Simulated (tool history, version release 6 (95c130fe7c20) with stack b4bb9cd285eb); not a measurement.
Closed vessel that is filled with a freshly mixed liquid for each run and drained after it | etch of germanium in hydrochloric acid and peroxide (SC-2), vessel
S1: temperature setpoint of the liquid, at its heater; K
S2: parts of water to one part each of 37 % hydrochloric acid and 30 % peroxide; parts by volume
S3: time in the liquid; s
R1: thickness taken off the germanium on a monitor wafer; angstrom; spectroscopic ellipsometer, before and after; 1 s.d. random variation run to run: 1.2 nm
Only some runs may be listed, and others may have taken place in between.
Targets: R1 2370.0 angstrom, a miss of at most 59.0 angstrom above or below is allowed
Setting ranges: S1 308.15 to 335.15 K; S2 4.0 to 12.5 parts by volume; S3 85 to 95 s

Run 1, hour 0.0: S1 319.15 K, S2 7.0 parts by volume, S3 85 s. Result: R1 1562.1 angstrom.
Run 2, hour 6.2: S1 319.15 K, S2 4.5 parts by volume, S3 85 s. Result: R1 1594.2 angstrom.
Run 3, hour 7.8: S1 322.15 K, S2 4.5 parts by volume, S3 85 s. Result: R1 1749.0 angstrom.
Run 4, hour 13.1: S1 324.15 K, S2 4.5 parts by volume, S3 85 s. Result: R1 1884.6 angstrom.
Run 5, hour 19.2: S1 324.15 K, S2 4.5 parts by volume, S3 95 s. Result: R1 2080.4 angstrom.
Run 6, hour 23.2: S1 324.15 K, S2 6.0 parts by volume, S3 95 s. Result: R1 2099.4 angstrom.
Run 7, hour 29.5: S1 325.15 K, S2 6.0 parts by volume, S3 95 s. Result: R1 2129.6 angstrom.
Run 8, hour 37.8: S1 326.15 K, S2 6.0 parts by volume, S3 95 s. Result: R1 2215.8 angstrom.
Run 9, hour 42.6: S1 326.65 K, S2 6.0 parts by volume, S3 95 s. Result: R1 2243.9 angstrom.
Run 10, hour 44.0: S1 327.15 K, S2 6.0 parts by volume, S3 95 s. Result: R1 2279.9 angstrom.

5 next moves are on the table. One of them brings every result within its allowed miss. Which?
Run A, hour 45.4: S1 326.65 K, S2 5.5 parts by volume, S3 95 s. Result: R1 ?.
Run B, hour 45.4: S1 326.15 K, S2 5.0 parts by volume, S3 95 s. Result: R1 ?.
Run C, hour 45.4: S1 327.15 K, S2 4.0 parts by volume, S3 90 s. Result: R1 ?.
Run D, hour 45.4: S1 328.15 K, S2 6.5 parts by volume, S3 90 s. Result: R1 ?.
Run E, hour 45.4: S1 330.15 K, S2 6.5 parts by volume, S3 90 s. Result: R1 ?.

move      R1
   A  2248.0
   B  2217.4
   C  2173.2
   D  2219.5
   E  2360.6
A: lands further from the targets than the last run did
B: lands further from the targets than the last run did
C: lands further from the targets than the last run did
D: lands further from the targets than the last run did
E: all results land within tolerance of their targets
The right move is E.
